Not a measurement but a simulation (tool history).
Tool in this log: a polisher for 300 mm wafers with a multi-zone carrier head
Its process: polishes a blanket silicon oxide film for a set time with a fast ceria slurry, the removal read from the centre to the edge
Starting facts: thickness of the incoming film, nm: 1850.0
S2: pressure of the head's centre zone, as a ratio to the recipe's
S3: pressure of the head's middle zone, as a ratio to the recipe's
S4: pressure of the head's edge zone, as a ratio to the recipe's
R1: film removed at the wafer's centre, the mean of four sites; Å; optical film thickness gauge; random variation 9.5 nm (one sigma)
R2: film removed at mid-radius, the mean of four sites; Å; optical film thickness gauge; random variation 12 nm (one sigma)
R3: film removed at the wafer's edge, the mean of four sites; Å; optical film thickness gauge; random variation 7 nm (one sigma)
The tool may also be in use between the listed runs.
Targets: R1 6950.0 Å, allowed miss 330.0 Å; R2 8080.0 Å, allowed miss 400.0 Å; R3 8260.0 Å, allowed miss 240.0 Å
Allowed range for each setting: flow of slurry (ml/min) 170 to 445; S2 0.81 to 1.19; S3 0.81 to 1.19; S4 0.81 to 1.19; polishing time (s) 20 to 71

run 1 hour=0.0 | flow_of_slurry_(ml/min)=285 S2=1.00 S3=1.00 S4=1.00 polishing_time_(s)=45 | R1=6208.5 R2=5902.4 R3=6208.9
run 2 hour=3.6 | flow_of_slurry_(ml/min)=290 S2=0.98 S3=1.03 S4=1.03 polishing_time_(s)=47 | R1=6164.0 R2=6372.3 R3=6471.1
run 3 hour=8.4 | flow_of_slurry_(ml/min)=290 S2=0.97 S3=1.03 S4=1.06 polishing_time_(s)=49 | R1=6439.6 R2=6823.3 R3=6957.2
run 4 hour=15.7 | flow_of_slurry_(ml/min)=290 S2=0.97 S3=1.10 S4=1.06 polishing_time_(s)=49 | R1=6508.5 R2=6917.9 R3=6902.0
run 5 hour=18.9 | flow_of_slurry_(ml/min)=290 S2=0.97 S3=1.10 S4=1.06 polishing_time_(s)=59 | R1=7790.1 R2=8325.7 R3=8419.9
-- hour=20.9 slurry nozzle cleaned
run 6 hour=20.9 | flow_of_slurry_(ml/min)=285 S2=0.95 S3=1.09 S4=1.06 polishing_time_(s)=59 | R1=8472.3 R2=8743.2 R3=8836.7
run 7 hour=22.4 | flow_of_slurry_(ml/min)=365 S2=1.03 S3=1.19 S4=1.16 polishing_time_(s)=56 | R1=8818.1 R2=8933.4 R3=8940.8
run 8 hour=27.1 | flow_of_slurry_(ml/min)=345 S2=0.99 S3=1.17 S4=1.15 polishing_time_(s)=56 | R1=8427.5 R2=9148.8 R3=8903.2

Below are 4 possible settings for the next run. Only one of them brings all results inside the allowed miss of their targets. Which is it?
run A hour=31.8 | flow_of_slurry_(ml/min)=300 S2=1.06 S3=1.04 S4=1.08 polishing_time_(s)=50 | R1=? R2=? R3=?
run B hour=31.8 | flow_of_slurry_(ml/min)=310 S2=1.01 S3=0.96 S4=1.13 polishing_time_(s)=51 | R1=? R2=? R3=?
run C hour=31.8 | flow_of_slurry_(ml/min)=300 S2=0.87 S3=1.07 S4=1.14 polishing_time_(s)=53 | R1=? R2=? R3=?
run D hour=31.8 | flow_of_slurry_(ml/min)=350 S2=0.98 S3=1.11 S4=1.19 polishing_time_(s)=51 | R1=? R2=? R3=?

move=A R1=7949.0 R2=7446.9 R3=7545.4
move=B R1=7748.8 R2=7257.7 R3=7901.8
move=C R1=6905.8 R2=8043.0 R3=8218.5
move=D R1=7619.4 R2=8036.6 R3=8177.7
A: nearer than the last run, and not there yet
B: nearer than the last run, and not there yet
C: every result lands within tolerance
D: nearer than the last run, and not there yet
So the answer is move C, the one that meets all the targets.
